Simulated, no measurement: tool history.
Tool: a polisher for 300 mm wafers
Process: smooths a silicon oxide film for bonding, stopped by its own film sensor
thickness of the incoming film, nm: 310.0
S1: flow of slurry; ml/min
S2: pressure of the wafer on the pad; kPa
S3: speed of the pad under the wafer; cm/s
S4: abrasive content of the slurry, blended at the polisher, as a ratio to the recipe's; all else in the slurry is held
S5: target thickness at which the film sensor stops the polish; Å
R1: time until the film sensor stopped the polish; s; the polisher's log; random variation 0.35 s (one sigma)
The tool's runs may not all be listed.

{"run": 1, "day": 0.0, "S1": 120, "S2": 17.2, "S3": 88, "S4": 1.0, "S5": 2760, "R1": 39.17}
{"run": 2, "day": 0.217, "S1": 120, "S2": 17.2, "S3": 88, "S4": 1.0, "S5": 2760, "R1": 39.046}
{"run": 3, "day": 0.329, "S1": 120, "S2": 13.8, "S3": 88, "S4": 1.0, "S5": 2760, "R1": 48.595}
{"run": 4, "day": 0.683, "S1": 120, "S2": 13.8, "S3": 80, "S4": 1.0, "S5": 2760, "R1": 52.468}
{"run": 5, "day": 0.788, "S1": 125, "S2": 15.9, "S3": 80, "S4": 1.0, "S5": 2760, "R1": 46.094}
{"run": 6, "day": 1.129, "S1": 125, "S2": 15.9, "S3": 80, "S4": 0.9, "S5": 2760, "R1": 47.154}
{"run": 7, "day": 1.471, "S1": 130, "S2": 17.2, "S3": 80, "S4": 0.9, "S5": 2760, "R1": 43.236}
{"run": 8, "day": 1.721, "S1": 135, "S2": 18.6, "S3": 80, "S4": 0.9, "S5": 2760, "R1": 40.123}

Run 9 comes next. What will it give?
{"run": 9, "day": 2.042, "S1": 135, "S2": 19.3, "S3": 80, "S4": 0.9, "S5": 2760, "R1": "?"}

R1: 38.813 s

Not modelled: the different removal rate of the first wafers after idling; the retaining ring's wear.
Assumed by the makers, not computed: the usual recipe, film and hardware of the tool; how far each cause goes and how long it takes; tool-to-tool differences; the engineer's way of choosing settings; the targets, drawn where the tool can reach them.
